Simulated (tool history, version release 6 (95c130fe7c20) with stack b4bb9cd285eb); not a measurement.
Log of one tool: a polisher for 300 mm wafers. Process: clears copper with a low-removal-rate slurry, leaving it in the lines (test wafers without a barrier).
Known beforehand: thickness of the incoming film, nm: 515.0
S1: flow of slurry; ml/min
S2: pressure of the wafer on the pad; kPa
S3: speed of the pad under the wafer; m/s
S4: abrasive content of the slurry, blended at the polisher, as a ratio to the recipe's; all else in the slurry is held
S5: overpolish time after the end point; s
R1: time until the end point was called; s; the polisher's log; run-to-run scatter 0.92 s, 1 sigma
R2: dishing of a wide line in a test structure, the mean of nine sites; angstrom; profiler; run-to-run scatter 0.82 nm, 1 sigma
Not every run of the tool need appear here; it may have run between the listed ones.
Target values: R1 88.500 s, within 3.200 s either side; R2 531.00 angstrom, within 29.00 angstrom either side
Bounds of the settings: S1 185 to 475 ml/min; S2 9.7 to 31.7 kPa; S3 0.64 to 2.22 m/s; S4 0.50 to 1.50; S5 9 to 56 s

| run | hour | S1 | S2 | S3 | S4 | S5 | R1 | R2 |
|---|---|---|---|---|---|---|---|---|
| 1 | 0.0 | 305 | 20.7 | 1.42 | 1.00 | 29 | 129.700 | 529.93 |
| 2 | 4.1 | 305 | 16.5 | 1.42 | 1.00 | 29 | 160.040 | 482.91 |
| 3 | 12.1 | 305 | 20.0 | 1.44 | 1.00 | 26 | 131.740 | 508.62 |
| 4 | 13.5 | 305 | 24.1 | 1.44 | 1.00 | 26 | 111.430 | 563.19 |
| 5 | 14.2 | 305 | 21.4 | 1.44 | 1.00 | 26 | 123.120 | 513.38 |
| 6 | 22.5 | 305 | 23.4 | 1.44 | 1.00 | 24 | 112.280 | 530.81 |
| 7 | 27.9 | 305 | 24.8 | 1.44 | 1.00 | 22 | 105.370 | 529.78 |
| 8 | 30.6 | 305 | 25.5 | 1.44 | 1.00 | 20 | 103.180 | 510.13 |

Exactly one of the 4 candidate moves below puts every result within its allowed miss. Which one?
| A | 33.3 | 300 | 24.8 | 1.64 | 1.10 | 20 | ? | ? |
| B | 33.3 | 215 | 24.8 | 1.92 | 1.00 | 19 | ? | ? |
| C | 33.3 | 255 | 26.9 | 1.56 | 0.95 | 16 | ? | ? |
| D | 33.3 | 315 | 22.1 | 1.62 | 0.95 | 27 | ? | ? |

| move | R1 | R2 |
|---|---|---|
| A | 97.087 | 523.44 |
| B | 91.504 | 525.40 |
| C | 98.074 | 465.82 |
| D | 114.020 | 552.37 |
A: better than the last run, though not everything is in spec
B: every result within its allowed miss
C: better than the last run, though not everything is in spec
D: lands further from the targets than the last run did
So the answer is move B, the one that meets all the targets.
